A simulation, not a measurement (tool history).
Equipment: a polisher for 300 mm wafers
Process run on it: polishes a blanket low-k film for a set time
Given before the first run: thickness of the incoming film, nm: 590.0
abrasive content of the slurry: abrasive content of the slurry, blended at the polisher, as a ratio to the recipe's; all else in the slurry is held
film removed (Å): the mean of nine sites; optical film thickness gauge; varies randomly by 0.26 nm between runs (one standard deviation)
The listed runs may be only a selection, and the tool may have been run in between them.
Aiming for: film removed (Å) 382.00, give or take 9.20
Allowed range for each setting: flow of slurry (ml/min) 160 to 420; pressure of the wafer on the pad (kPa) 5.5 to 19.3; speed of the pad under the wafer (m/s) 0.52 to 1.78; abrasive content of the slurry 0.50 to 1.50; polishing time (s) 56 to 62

| run | hour | flow of slurry (ml/min) | pressure of the wafer on the pad (kPa) | speed of the pad under the wafer (m/s) | abrasive content of the slurry | polishing time (s) | film removed (Å) |
|---|---|---|---|---|---|---|---|
| 1 | 0.0 | 270 | 12.4 | 1.14 | 1.00 | 62 | 245.70 |
| 2 | 4.4 | 275 | 13.8 | 1.14 | 1.00 | 62 | 265.80 |
| 3 | 7.5 | 240 | 13.8 | 1.14 | 1.00 | 62 | 266.33 |
| 4 | 10.8 | 240 | 15.2 | 1.14 | 1.00 | 62 | 284.64 |
| 5 | 13.2 | 185 | 15.2 | 1.14 | 1.00 | 62 | 273.81 |
| 6 | 14.0 | 185 | 15.2 | 1.14 | 1.15 | 62 | 284.89 |
| 7 | 18.7 | 230 | 15.9 | 1.14 | 1.15 | 62 | 309.15 |
| 8 | 22.5 | 265 | 16.5 | 1.14 | 1.15 | 62 | 323.46 |
| 9 | 28.8 | 280 | 17.2 | 1.14 | 1.15 | 62 | 334.81 |
| 10 | 31.0 | 285 | 17.9 | 1.14 | 1.15 | 62 | 348.06 |
| 11 | 38.1 | 290 | 18.6 | 1.14 | 1.15 | 62 | 363.03 |
| 12 | 39.2 | 295 | 18.6 | 1.14 | 1.15 | 62 | 360.33 |

Pick the move, out of 4, that brings all results within their allowed miss; only one does.
| A | 40.3 | 285 | 17.9 | 1.08 | 1.15 | 58 | ? |
| B | 40.3 | 235 | 18.6 | 1.28 | 1.00 | 62 | ? |
| C | 40.3 | 340 | 19.3 | 1.26 | 1.05 | 60 | ? |
| D | 40.3 | 420 | 17.9 | 1.12 | 1.20 | 62 | ? |

| move | film removed (Å) |
|---|---|
| A | 310.67 |
| B | 365.88 |
| C | 380.72 |
| D | 358.11 |
A: its largest miss is bigger than the last run's
B: moves toward the targets from the last run without getting all of them in spec
C: all results land within tolerance of their targets
D: its largest miss is bigger than the last run's
Correct choice: C, which meets every target

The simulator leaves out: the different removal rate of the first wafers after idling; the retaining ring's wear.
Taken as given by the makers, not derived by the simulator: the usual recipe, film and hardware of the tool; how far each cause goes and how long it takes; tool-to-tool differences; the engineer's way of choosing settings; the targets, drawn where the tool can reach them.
